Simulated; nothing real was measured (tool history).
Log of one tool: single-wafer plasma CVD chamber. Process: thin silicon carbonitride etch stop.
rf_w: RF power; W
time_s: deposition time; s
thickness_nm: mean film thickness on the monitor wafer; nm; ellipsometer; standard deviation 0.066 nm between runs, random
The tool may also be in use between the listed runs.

run,hour,rf_w,time_s,thickness_nm
1,0.0,200,14.9,9.2389
2,4.8,205,15.3,9.5596
3,12.3,205,13.8,8.7286
4,20.3,205,15.5,9.6354
5,28.9,190,15.5,9.5760
6,37.2,190,13.6,8.3542
7,39.6,195,14.3,8.8851
8,43.3,225,16.7,10.7800

Forecast run 9:
9,50.1,225,16.8,?

thickness_nm: 10.9010 nm
